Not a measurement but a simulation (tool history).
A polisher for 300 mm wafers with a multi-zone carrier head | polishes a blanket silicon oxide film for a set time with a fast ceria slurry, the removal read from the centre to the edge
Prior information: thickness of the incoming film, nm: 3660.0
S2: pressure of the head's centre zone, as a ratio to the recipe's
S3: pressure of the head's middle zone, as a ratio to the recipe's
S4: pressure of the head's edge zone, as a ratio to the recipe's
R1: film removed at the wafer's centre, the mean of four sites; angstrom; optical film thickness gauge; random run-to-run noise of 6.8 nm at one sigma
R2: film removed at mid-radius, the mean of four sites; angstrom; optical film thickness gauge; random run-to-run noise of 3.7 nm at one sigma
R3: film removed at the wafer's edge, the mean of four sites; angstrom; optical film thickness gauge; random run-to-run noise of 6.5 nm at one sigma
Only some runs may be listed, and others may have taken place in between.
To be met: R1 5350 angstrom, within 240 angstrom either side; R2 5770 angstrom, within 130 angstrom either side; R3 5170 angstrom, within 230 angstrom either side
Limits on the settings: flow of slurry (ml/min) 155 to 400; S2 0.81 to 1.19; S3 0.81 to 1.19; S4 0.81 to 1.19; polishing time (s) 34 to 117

run 1 hour=0 | flow_of_slurry_(ml/min)=255 S2=1 S3=1 S4=1 polishing_time_(s)=75 | R1=6171.5 R2=6364 R3=6193.2
run 2 hour=8.3 | flow_of_slurry_(ml/min)=255 S2=0.99 S3=1 S4=0.98 polishing_time_(s)=74 | R1=6036 R2=6239 R3=6176.7
run 3 hour=12.1 | flow_of_slurry_(ml/min)=255 S2=0.99 S3=1.06 S4=0.98 polishing_time_(s)=74 | R1=6031.3 R2=6519.9 R3=6021.3
run 4 hour=20.1 | flow_of_slurry_(ml/min)=255 S2=0.99 S3=1.1 S4=0.98 polishing_time_(s)=74 | R1=5900.2 R2=6702 R3=6237.5
run 5 hour=25.9 | flow_of_slurry_(ml/min)=255 S2=0.99 S3=1.09 S4=0.96 polishing_time_(s)=73 | R1=6101.5 R2=6530.5 R3=5924.2
run 6 hour=26.7 | flow_of_slurry_(ml/min)=255 S2=0.99 S3=1.04 S4=0.96 polishing_time_(s)=73 | R1=5930.8 R2=6357.3 R3=6012.8
run 7 hour=33.2 | flow_of_slurry_(ml/min)=255 S2=0.99 S3=1.04 S4=0.95 polishing_time_(s)=72 | R1=5943.5 R2=6221 R3=5672.9
run 8 hour=42.2 | flow_of_slurry_(ml/min)=210 S2=0.9 S3=0.99 S4=0.88 polishing_time_(s)=70 | R1=4961.8 R2=5768.9 R3=5480

4 next moves are on the table. One of them brings every result within its allowed miss. Which?
run A hour=51.2 | flow_of_slurry_(ml/min)=155 S2=0.91 S3=0.85 S4=0.94 polishing_time_(s)=76 | R1=? R2=? R3=?
run B hour=51.2 | flow_of_slurry_(ml/min)=240 S2=0.96 S3=0.85 S4=0.91 polishing_time_(s)=74 | R1=? R2=? R3=?
run C hour=51.2 | flow_of_slurry_(ml/min)=205 S2=0.83 S3=0.98 S4=0.95 polishing_time_(s)=71 | R1=? R2=? R3=?
run D hour=51.2 | flow_of_slurry_(ml/min)=345 S2=0.95 S3=1.02 S4=0.86 polishing_time_(s)=66 | R1=? R2=? R3=?

move=A R1=5476.9 R2=5426.6 R3=5919.6
move=B R1=5905.9 R2=5514.7 R3=5861.6
move=C R1=4817.6 R2=5776 R3=5666.8
move=D R1=5391.3 R2=5775.4 R3=5200.2
A: meets the target for the result that was furthest off, but another lies outside its allowed miss
B: takes the result that was furthest off past its target
C: its largest miss is bigger than the last run's
D: all results in spec
D meets every target.
